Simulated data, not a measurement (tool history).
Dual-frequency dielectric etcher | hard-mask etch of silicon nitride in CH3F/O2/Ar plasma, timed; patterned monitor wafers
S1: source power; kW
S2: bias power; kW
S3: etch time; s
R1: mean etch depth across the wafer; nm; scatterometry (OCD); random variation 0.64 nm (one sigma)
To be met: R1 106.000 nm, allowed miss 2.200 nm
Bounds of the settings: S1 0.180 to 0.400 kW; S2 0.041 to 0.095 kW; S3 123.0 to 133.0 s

run	hour	S1	S2	S3	R1
1	0.0	0.290	0.068	133.0	86.913
2	8.8	0.290	0.068	123.0	80.809
3	13.4	0.300	0.072	124.0	85.508
4	18.2	0.310	0.074	124.5	87.229
5	27.1	0.320	0.077	125.0	90.711
6	28.4	0.350	0.077	125.0	94.150
7	30.0	0.360	0.079	125.5	95.732
8	33.3	0.370	0.081	126.0	98.576
9	39.5	0.370	0.082	126.5	99.632
10	45.4	0.370	0.083	126.5	100.570
11	47.8	0.370	0.084	126.5	100.880
12	52.8	0.370	0.085	126.5	101.150

4 next moves are on the table. One of them brings every result within its allowed miss. Which?
A	57.8	0.370	0.086	131.0	?
B	57.8	0.370	0.081	128.5	?
C	57.8	0.310	0.093	123.0	?
D	57.8	0.360	0.084	127.0	?

move	R1
A	105.610
B	100.640
C	96.224
D	100.170
A: meets every target
B: further off than the last run
C: further off than the last run
D: further off than the last run
Answer: A
